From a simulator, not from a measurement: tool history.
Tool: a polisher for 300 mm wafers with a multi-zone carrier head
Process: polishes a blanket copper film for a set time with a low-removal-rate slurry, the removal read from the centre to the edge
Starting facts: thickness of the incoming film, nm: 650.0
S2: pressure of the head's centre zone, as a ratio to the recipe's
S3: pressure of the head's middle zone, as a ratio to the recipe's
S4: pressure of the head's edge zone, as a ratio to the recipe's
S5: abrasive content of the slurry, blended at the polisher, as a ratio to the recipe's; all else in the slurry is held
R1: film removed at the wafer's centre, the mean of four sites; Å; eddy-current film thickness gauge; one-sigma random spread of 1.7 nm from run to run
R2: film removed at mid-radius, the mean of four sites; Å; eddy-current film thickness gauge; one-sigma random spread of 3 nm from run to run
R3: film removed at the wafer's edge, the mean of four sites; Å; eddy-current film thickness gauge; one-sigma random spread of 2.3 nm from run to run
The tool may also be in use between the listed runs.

run 1 day=0.000 | flow_of_slurry_(ml/min)=295 S2=1.00 S3=1.00 S4=1.00 S5=1.00 polishing_time_(s)=66 | R1=2181.4 R2=2171.1 R3=2139.2
run 2 day=0.188 | flow_of_slurry_(ml/min)=305 S2=1.02 S3=1.01 S4=1.01 S5=1.00 polishing_time_(s)=66 | R1=2244.7 R2=2199.4 R3=2150.1
run 3 day=0.350 | flow_of_slurry_(ml/min)=305 S2=1.02 S3=1.01 S4=1.01 S5=1.00 polishing_time_(s)=57 | R1=1925.6 R2=1887.6 R3=1848.4
run 4 day=0.608 | flow_of_slurry_(ml/min)=305 S2=1.02 S3=1.01 S4=1.01 S5=1.00 polishing_time_(s)=47 | R1=1598.2 R2=1576.3 R3=1526.6
run 5 day=0.867 | flow_of_slurry_(ml/min)=310 S2=1.04 S3=1.03 S4=1.03 S5=1.10 polishing_time_(s)=49 | R1=1718.2 R2=1706.7 R3=1640.2
run 6 day=1.138 | flow_of_slurry_(ml/min)=310 S2=1.04 S3=1.03 S4=1.03 S5=1.10 polishing_time_(s)=61 | R1=2145.1 R2=2078.2 R3=2064.9
run 7 day=1.225 | flow_of_slurry_(ml/min)=320 S2=1.06 S3=1.05 S4=1.03 S5=1.15 polishing_time_(s)=61 | R1=2227.8 R2=2199.1 R3=2075.8
run 8 day=1.525 | flow_of_slurry_(ml/min)=330 S2=1.08 S3=1.06 S4=1.04 S5=1.20 polishing_time_(s)=61 | R1=2297.0 R2=2181.0 R3=2110.4

Run 9, settings as shown, results not yet in. Your forecast:
run 9 day=1.675 | flow_of_slurry_(ml/min)=335 S2=1.09 S3=1.08 S4=1.05 S5=1.25 polishing_time_(s)=61 | R1=? R2=? R3=?

R1: 2320.8 Å
R2: 2247.9 Å
R3: 2155.6 Å

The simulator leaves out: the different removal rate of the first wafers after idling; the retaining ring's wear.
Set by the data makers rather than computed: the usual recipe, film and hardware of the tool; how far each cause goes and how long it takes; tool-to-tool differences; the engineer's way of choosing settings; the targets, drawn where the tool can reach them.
